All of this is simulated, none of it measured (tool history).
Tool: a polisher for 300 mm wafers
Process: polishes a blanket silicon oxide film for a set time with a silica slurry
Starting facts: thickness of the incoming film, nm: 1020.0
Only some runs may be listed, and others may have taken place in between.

run	hour	flow of slurry (ml/min)	pressure of the wafer on the pad (kPa)	speed of the pad under the wafer (cm/s)	abrasive content of the slurry	polishing time (s)	film removed (Å)
1	0.0	275	36.5	116	1.0	23	992.98
2	3.5	275	34.5	116	1.0	23	943.57
3	12.3	275	34.5	90	1.0	23	825.77
4	14.9	275	33.1	90	1.0	23	788.81
5	16.6	275	31.7	90	1.0	23	751.65
6	24.4	275	30.3	90	1.0	23	719.41
7	27.2	275	29.6	90	1.0	23	695.13

Expected results for the next run?
8	28.6	275	29.0	90	1.0	23	?

film removed (Å): 695.79

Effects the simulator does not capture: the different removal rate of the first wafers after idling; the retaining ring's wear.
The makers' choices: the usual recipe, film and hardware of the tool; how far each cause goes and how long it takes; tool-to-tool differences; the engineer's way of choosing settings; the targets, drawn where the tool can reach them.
